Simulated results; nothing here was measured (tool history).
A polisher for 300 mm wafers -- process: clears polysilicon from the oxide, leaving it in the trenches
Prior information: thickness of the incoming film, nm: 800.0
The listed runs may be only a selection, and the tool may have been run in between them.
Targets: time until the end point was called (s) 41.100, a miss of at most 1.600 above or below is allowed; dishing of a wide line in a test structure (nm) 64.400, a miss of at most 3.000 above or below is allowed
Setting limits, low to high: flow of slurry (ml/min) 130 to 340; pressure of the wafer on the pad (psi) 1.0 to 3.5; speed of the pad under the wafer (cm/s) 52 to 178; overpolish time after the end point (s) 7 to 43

run  hour  flow of slurry (ml/min)  pressure of the wafer on the pad (psi)  speed of the pad under the wafer (cm/s)  overpolish time after the end point (s)  time until the end point was called (s)  dishing of a wide line in a test structure (nm)
  1   0.0                      220                                     2.2                                      114                                       22                                   56.213                                           71.411
  2   7.8                      220                                     2.5                                      114                                       22                                   50.305                                           70.597
  3  13.3                      220                                     2.2                                      114                                       22                                   56.944                                           70.099
  4  21.2                      220                                     2.4                                      114                                       17                                   51.498                                           68.702
  5  27.2                      220                                     2.4                                      114                                        9                                   52.134                                           59.570
  6  29.0                      220                                     2.4                                      114                                       12                                   53.141                                           63.480
  7  37.0                      220                                     2.6                                      114                                       12                                   49.281                                           68.301
  8  44.7                      230                                     2.3                                      146                                        7                                   42.806                                           58.679

Below are 5 possible settings for the next run. Only one of them brings all results inside the allowed miss of their targets. Which is it?
  A  52.4                      235                                     2.2                                      174                                        8                                        ?                                                ?
  B  52.4                      220                                     2.5                                      138                                        9                                        ?                                                ?
  C  52.4                      225                                     2.3                                      136                                       13                                        ?                                                ?
  D  52.4                      220                                     2.5                                      156                                        8                                        ?                                                ?
  E  52.4                      220                                     2.1                                      166                                        7                                        ?                                                ?

move  time until the end point was called (s)  dishing of a wide line in a test structure (nm)
   A                                   37.276                                           63.877
   B                                   41.988                                           63.857
   C                                   45.812                                           67.494
   D                                   37.251                                           63.888
   E                                   41.053                                           59.663
A: the worst result of the last run now meets its target, but another is out of spec
B: all results land within tolerance of their targets
C: pushes the last run's worst result past its target
D: the worst result of the last run now meets its target, but another is out of spec
E: nearer than the last run, and not there yet
Answer: B

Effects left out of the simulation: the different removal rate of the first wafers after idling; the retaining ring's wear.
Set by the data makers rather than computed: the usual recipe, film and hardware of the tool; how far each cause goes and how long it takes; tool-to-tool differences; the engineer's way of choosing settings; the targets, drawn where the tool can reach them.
